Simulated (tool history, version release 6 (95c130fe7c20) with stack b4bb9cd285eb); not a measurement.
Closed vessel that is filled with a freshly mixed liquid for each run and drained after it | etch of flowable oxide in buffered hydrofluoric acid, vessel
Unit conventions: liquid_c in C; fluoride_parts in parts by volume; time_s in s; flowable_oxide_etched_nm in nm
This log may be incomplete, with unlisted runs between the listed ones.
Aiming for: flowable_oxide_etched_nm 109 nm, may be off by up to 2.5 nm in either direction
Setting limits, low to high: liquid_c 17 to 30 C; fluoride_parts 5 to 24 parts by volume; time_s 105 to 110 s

run,hour,liquid_c,fluoride_parts,time_s,flowable_oxide_etched_nm
1,0,22,14.5,105,177.79
2,3.2,20.5,14.5,105,166.97
3,9.1,20.5,11,105,220.42
4,14.6,22.5,11,105,240.23
5,21.2,21,12.5,105,197.66
6,26.2,21,12.5,105,197.52
7,33.4,20,14,105,164.84
# hour 34.6: hydrofluoric acid flow meter replaced
8,34.6,19.5,14.5,105,173.69
9,38.4,19.5,14.5,105,172.5
10,45.1,19,16,105,150.99
11,50.9,18.5,17,105,138.93
12,59.7,18,18,105,129.35

Below are 4 possible settings for the next run. Only one of them brings all results inside the allowed miss of their targets. Which is it?
A,68.5,17.5,18,105,?
B,68.5,17,21.5,105,?
C,68.5,17,19.5,110,?
D,68.5,18,21.5,105,?

move,flowable_oxide_etched_nm
A,125.23
B,104.32
C,117.8
D,110.45
A: moves toward the targets from the last run without getting all of them in spec
B: moves the result that the last run missed by most past its target, out the other side
C: moves toward the targets from the last run without getting all of them in spec
D: all results land within tolerance of their targets
D meets every target.
